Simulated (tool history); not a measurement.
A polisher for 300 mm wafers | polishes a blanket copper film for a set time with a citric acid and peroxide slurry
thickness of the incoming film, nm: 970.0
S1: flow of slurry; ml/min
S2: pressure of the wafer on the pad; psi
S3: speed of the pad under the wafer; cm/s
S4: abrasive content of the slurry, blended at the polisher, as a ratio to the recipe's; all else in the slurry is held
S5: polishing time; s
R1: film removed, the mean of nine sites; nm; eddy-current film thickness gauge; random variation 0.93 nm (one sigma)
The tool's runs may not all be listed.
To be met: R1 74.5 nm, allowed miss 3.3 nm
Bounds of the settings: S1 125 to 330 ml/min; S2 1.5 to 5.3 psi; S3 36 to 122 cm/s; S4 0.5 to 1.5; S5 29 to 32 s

run 1 hour=0 | S1=210 S2=3.4 S3=78 S4=1 S5=32 | R1=51.089
run 2 hour=8.2 | S1=210 S2=3.4 S3=78 S4=1 S5=32 | R1=51.931
run 3 hour=12.1 | S1=210 S2=3.4 S3=78 S4=1.1 S5=32 | R1=51.432
run 4 hour=20.3 | S1=210 S2=3.7 S3=78 S4=1.1 S5=32 | R1=54.897
run 5 hour=29 | S1=175 S2=3.7 S3=78 S4=1.1 S5=32 | R1=55.085
run 6 hour=32.1 | S1=150 S2=3.7 S3=78 S4=1.1 S5=32 | R1=54.087
run 7 hour=33.8 | S1=150 S2=3.7 S3=78 S4=1.1 S5=32 | R1=52.782
run 8 hour=36.4 | S1=155 S2=4.7 S3=80 S4=1.1 S5=32 | R1=69.128
run 9 hour=41.1 | S1=155 S2=4.8 S3=80 S4=1.1 S5=32 | R1=71.163

Which of these 5 next moves meets every target?
run A hour=45.8 | S1=125 S2=4.9 S3=84 S4=1.05 S5=30 | R1=?
run B hour=45.8 | S1=140 S2=5.2 S3=80 S4=1.2 S5=29 | R1=?
run C hour=45.8 | S1=155 S2=4.7 S3=80 S4=1.15 S5=31 | R1=?
run D hour=45.8 | S1=175 S2=4.8 S3=78 S4=1.1 S5=31 | R1=?
run E hour=45.8 | S1=270 S2=5.1 S3=74 S4=1.2 S5=31 | R1=?

move=A R1=66.688
move=B R1=68.802
move=C R1=67.588
move=D R1=68.582
move=E R1=74.855
A: further off than the last run
B: further off than the last run
C: further off than the last run
D: further off than the last run
E: meets every target
Move E is the one to make.
